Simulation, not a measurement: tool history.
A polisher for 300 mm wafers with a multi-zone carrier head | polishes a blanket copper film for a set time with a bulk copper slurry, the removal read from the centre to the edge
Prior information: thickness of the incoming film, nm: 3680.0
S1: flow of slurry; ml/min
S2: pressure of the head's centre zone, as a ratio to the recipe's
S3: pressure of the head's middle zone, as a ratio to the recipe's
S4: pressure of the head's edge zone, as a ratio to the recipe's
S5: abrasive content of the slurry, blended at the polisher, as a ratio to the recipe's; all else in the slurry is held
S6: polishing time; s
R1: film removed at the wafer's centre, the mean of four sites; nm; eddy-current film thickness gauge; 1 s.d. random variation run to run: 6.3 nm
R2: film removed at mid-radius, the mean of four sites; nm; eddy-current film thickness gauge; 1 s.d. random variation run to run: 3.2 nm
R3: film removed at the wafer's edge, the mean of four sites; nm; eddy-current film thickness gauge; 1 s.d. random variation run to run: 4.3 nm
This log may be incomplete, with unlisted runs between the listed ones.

run,hour,S1,S2,S3,S4,S5,S6,R1,R2,R3
1,0,175,1,1,1,1,72,702.12,700.73,711.11
2,7.3,175,1,1,1,0.8,72,664.62,652.89,659.76
3,15.3,175,0.94,1,1,0.8,72,626.67,659.27,664.77
4,16.8,165,0.96,0.96,0.98,0.75,70,598.32,602.75,620.22
5,23.4,165,0.96,0.96,0.98,0.9,70,623.13,629.61,671.06
6,31.6,125,0.96,0.96,0.98,0.9,70,599.92,591.41,636.47
7,37.3,120,0.98,0.93,0.97,0.8,69,576.42,545.91,591.11
8,44.6,115,1,0.91,0.97,0.75,68,550.54,522.77,568.95

The next listed run, before its measurement:
9,50.4,115,1.04,0.89,0.98,0.7,67,?,?,?

For run 9 the tool returned R1 563.38 nm, R2 496.79 nm, R3 555.79 nm.
